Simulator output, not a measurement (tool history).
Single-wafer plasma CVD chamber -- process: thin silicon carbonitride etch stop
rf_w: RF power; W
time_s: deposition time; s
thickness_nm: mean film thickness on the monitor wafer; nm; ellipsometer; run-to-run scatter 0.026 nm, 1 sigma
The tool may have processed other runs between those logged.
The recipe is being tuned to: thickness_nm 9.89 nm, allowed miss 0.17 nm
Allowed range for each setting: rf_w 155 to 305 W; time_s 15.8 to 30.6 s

run 1 day=0 | rf_w=230 time_s=23.2 | thickness_nm=13.461
run 2 day=0.179 | rf_w=245 time_s=23.2 | thickness_nm=13.86
run 3 day=0.504 | rf_w=245 time_s=25.8 | thickness_nm=15.316
run 4 day=0.638 | rf_w=265 time_s=25.8 | thickness_nm=15.623
run 5 day=0.867 | rf_w=265 time_s=23.8 | thickness_nm=14.451
run 6 day=1.058 | rf_w=265 time_s=25.8 | thickness_nm=15.739
run 7 day=1.208 | rf_w=245 time_s=23.6 | thickness_nm=13.986
run 8 day=1.388 | rf_w=230 time_s=22 | thickness_nm=12.858
run 9 day=1.471 | rf_w=215 time_s=20.8 | thickness_nm=11.905
-- day=1.554 RF generator calibrated
run 10 day=1.554 | rf_w=205 time_s=20.1 | thickness_nm=11.478
run 11 day=1.629 | rf_w=195 time_s=19.5 | thickness_nm=11.078
run 12 day=1.842 | rf_w=190 time_s=19 | thickness_nm=10.721
run 13 day=1.971 | rf_w=160 time_s=17.9 | thickness_nm=9.6317

Exercise: of the 5 proposed moves below, exactly one satisfies all targets within the stated allowed misses. Which move is it?
run A day=2.1 | rf_w=165 time_s=17.7 | thickness_nm=?
run B day=2.1 | rf_w=195 time_s=18 | thickness_nm=?
run C day=2.1 | rf_w=180 time_s=18.4 | thickness_nm=?
run D day=2.1 | rf_w=160 time_s=18.4 | thickness_nm=?
run E day=2.1 | rf_w=155 time_s=17.7 | thickness_nm=?

move=A thickness_nm=9.5856
move=B thickness_nm=10.197
move=C thickness_nm=10.2
move=D thickness_nm=9.8832
move=E thickness_nm=9.4273
A: its largest miss is bigger than the last run's
B: takes the result that was furthest off past its target
C: takes the result that was furthest off past its target
D: hits every target within its allowed miss
E: its largest miss is bigger than the last run's
D is the move that brings every result within its allowed miss.
